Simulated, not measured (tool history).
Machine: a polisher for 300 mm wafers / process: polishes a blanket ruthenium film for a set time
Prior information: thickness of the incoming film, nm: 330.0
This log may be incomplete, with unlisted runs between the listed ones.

run  hour  flow of slurry (ml/min)  pressure of the wafer on the pad (psi)  speed of the pad under the wafer (cm/s)  polishing time (s)  film removed (Å)
  1   0.0                      170                                     2.6                                      106                  22            352.04
  2   1.5                      170                                     2.6                                      106                  22            344.20
  3   3.5                      170                                     2.6                                      128                  22            418.48
  4   6.5                      170                                     2.6                                      138                  22            455.98
  5   7.2                      170                                     2.4                                      134                  22            408.46
  6  14.1                      170                                     2.3                                      130                  22            374.45
  7  19.5                      170                                     2.2                                      128                  22            348.25
     27.7  -- head pressure recalibrated
  8  27.7                      170                                     2.1                                      128                  22            362.30

Run 9 comes next. What will it give?
  9  30.6                      170                                     2.0                                      124                  22                 ?

Run 9 came out at film removed (Å) 341.12.
